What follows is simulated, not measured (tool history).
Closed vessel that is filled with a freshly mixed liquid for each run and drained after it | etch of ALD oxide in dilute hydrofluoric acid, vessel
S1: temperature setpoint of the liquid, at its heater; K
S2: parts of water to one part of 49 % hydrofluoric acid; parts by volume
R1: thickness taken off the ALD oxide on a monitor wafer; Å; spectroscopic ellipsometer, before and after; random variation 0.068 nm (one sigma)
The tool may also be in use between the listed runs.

Run 1, day 0.000: S1 296.15 K, S2 75 parts by volume, time in the liquid (s) 30. Result: R1 65.430 Å.
Run 2, day 0.083: S1 296.15 K, S2 75 parts by volume, time in the liquid (s) 30. Result: R1 65.360 Å.
Run 3, day 0.458: S1 296.15 K, S2 60 parts by volume, time in the liquid (s) 30. Result: R1 83.400 Å.
Run 4, day 0.554: S1 297.15 K, S2 60 parts by volume, time in the liquid (s) 30. Result: R1 86.068 Å.
Run 5, day 0.708: S1 297.15 K, S2 60 parts by volume, time in the liquid (s) 30. Result: R1 86.606 Å.
Run 6, day 0.838: S1 298.15 K, S2 60 parts by volume, time in the liquid (s) 30. Result: R1 89.752 Å.

Forecast run 7:
At day 1.025: hydrofluoric acid flow meter replaced.
Run 7, day 1.025: S1 299.15 K, S2 60 parts by volume, time in the liquid (s) 30. Result: R1 ?.

{"run 7": {"R1": 103.36}}
